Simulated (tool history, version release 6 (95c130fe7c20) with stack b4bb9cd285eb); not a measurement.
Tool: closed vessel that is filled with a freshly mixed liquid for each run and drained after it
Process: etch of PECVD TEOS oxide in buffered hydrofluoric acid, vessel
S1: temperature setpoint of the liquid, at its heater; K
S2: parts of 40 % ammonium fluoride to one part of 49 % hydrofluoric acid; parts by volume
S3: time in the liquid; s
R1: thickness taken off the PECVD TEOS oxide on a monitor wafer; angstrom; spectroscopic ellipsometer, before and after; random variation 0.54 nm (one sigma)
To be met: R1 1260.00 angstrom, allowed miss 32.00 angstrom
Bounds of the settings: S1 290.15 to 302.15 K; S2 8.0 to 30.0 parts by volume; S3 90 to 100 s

Run 1, day 0.000: S1 294.15 K, S2 21.5 parts by volume, S3 90 s. Result: R1 877.38 angstrom.
Run 2, day 0.221: S1 291.15 K, S2 21.5 parts by volume, S3 90 s. Result: R1 734.24 angstrom.
Run 3, day 0.288: S1 292.65 K, S2 21.5 parts by volume, S3 90 s. Result: R1 809.21 angstrom.
Run 4, day 0.367: S1 294.15 K, S2 21.5 parts by volume, S3 90 s. Result: R1 870.10 angstrom.
Run 5, day 0.633: S1 294.15 K, S2 21.5 parts by volume, S3 100 s. Result: R1 973.80 angstrom.
Run 6, day 0.742: S1 296.15 K, S2 21.5 parts by volume, S3 100 s. Result: R1 1090.20 angstrom.
Run 7, day 0.900: S1 296.65 K, S2 21.5 parts by volume, S3 100 s. Result: R1 1129.30 angstrom.
Run 8, day 1.017: S1 297.15 K, S2 21.5 parts by volume, S3 100 s. Result: R1 1153.70 angstrom.
Run 9, day 1.083: S1 297.65 K, S2 21.5 parts by volume, S3 100 s. Result: R1 1187.90 angstrom.
Run 10, day 1.138: S1 298.15 K, S2 21.5 parts by volume, S3 100 s. Result: R1 1215.70 angstrom.

Which of these 5 next moves meets every target?
Run A, day 1.192: S1 297.65 K, S2 22.5 parts by volume, S3 100 s. Result: R1 ?.
Run B, day 1.192: S1 297.15 K, S2 19.5 parts by volume, S3 90 s. Result: R1 ?.
Run C, day 1.192: S1 300.15 K, S2 25.0 parts by volume, S3 95 s. Result: R1 ?.
Run D, day 1.192: S1 299.65 K, S2 21.0 parts by volume, S3 95 s. Result: R1 ?.
Run E, day 1.192: S1 300.15 K, S2 23.5 parts by volume, S3 90 s. Result: R1 ?.

move       R1
   A  1147.00
   B  1116.80
   C  1160.90
   D  1273.60
   E  1147.40
A: further off than the last run
B: further off than the last run
C: further off than the last run
D: meets every target
E: further off than the last run
The right move is D.
